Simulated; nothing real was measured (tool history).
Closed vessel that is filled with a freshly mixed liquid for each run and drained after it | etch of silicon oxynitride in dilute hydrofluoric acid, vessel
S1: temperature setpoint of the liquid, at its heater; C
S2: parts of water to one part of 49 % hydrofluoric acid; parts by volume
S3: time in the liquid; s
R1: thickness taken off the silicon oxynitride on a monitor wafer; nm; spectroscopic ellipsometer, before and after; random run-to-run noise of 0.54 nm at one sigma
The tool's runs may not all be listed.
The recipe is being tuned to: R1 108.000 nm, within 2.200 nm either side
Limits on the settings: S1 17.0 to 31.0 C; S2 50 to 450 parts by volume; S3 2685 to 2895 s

run,hour,S1,S2,S3,R1
1,0.0,23.0,250,2685,27.147
2,2.2,23.0,250,2685,27.301
3,5.2,23.0,165,2685,44.369
4,6.5,23.0,165,2685,43.929
5,8.8,25.0,140,2685,58.152
6,9.9,26.5,130,2685,67.279
7,13.8,27.5,120,2685,77.477
# hour 17.8: thermometer replaced
8,17.8,28.5,115,2685,78.311
9,26.7,29.0,105,2685,87.639
10,32.5,29.5,100,2685,95.308
11,34.6,30.0,100,2685,96.478
12,36.3,30.5,95,2685,104.880

Of the 5 settings listed for the next run, only one would bring every result within its allowed miss of target. Which one?
A,38.0,31.0,100,2705,?
B,38.0,30.5,100,2685,?
C,38.0,29.0,95,2840,?
D,38.0,31.0,100,2840,?
E,38.0,27.5,90,2835,?

move,R1
A,101.920
B,98.936
C,103.490
D,107.000
E,102.310
A: the biggest miss grows against the last run
B: the biggest miss grows against the last run
C: the biggest miss grows against the last run
D: hits every target within its allowed miss
E: the biggest miss grows against the last run
The right move is D.
